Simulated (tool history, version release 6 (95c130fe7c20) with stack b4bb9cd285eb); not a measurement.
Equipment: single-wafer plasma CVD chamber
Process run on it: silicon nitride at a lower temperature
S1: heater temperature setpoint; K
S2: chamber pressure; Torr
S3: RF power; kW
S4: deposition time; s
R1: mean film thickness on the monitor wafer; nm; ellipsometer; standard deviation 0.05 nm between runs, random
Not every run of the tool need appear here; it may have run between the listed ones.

run  hour      S1    S2     S3    S4      R1
  1     0  648.15  1.65  0.275  16.9  18.908
  2     5  648.15   1.6  0.265  16.9  18.271
  3  13.2  648.15   1.4  0.265  16.9  17.489
  4  15.2  648.15   1.4  0.265  17.4  18.023
  5  18.7  648.15  1.25  0.265  17.4  17.242
  6  26.3  648.15  1.25   0.24  17.4  16.127
  7  29.7  648.15  1.23   0.24  17.4   16.08
  8  32.6  648.15  1.21  0.235  17.4  15.728
  9  40.9  648.15  1.19  0.235  17.4  15.684
 10  44.6  648.15  1.17  0.235  17.4  15.653

What does the tool deliver on the next run?
 11  52.1  648.15  1.16  0.235  17.4   ?

R1: 15.397 nm
